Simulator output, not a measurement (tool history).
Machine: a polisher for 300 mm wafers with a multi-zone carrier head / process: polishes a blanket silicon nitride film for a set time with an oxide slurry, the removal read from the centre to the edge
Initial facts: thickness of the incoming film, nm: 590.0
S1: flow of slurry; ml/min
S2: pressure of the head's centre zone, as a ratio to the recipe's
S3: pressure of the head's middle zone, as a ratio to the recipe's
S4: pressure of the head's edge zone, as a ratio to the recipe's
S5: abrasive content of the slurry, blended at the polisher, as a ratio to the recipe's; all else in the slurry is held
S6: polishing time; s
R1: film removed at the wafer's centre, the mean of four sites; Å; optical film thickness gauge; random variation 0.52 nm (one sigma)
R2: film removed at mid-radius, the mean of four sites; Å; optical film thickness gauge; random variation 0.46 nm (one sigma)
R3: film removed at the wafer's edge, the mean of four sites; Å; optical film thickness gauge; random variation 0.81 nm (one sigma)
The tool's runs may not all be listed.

| run | hour | S1 | S2 | S3 | S4 | S5 | S6 | R1 | R2 | R3 |
|---|---|---|---|---|---|---|---|---|---|---|
| 1 | 0 | 130 | 1 | 1 | 1 | 1 | 42 | 554.3 | 498.57 | 495.97 |
| 2 | 4.8 | 130 | 1 | 1 | 1.08 | 1 | 42 | 549.76 | 496.98 | 513.24 |
| 3 | 11.6 | 140 | 1 | 0.99 | 1.1 | 1.05 | 42 | 579.63 | 508.31 | 528.41 |
| 4 | 13.4 | 140 | 0.92 | 0.99 | 1.1 | 1.05 | 42 | 522.78 | 498.49 | 528.91 |
| 5 | 17.7 | 140 | 0.92 | 0.91 | 1.1 | 1.05 | 42 | 525.08 | 476.86 | 538.83 |
| 6 | 20.3 | 145 | 0.93 | 0.91 | 1.11 | 1.1 | 42 | 544.25 | 496.02 | 540.94 |

The next listed run, before its measurement:
| 7 | 27.1 | 145 | 0.94 | 0.89 | 1.12 | 1.15 | 42 | ? | ? | ? |

Logged for run 7: R1 560.74 Å, R2 492.65 Å, R3 561.15 Å.
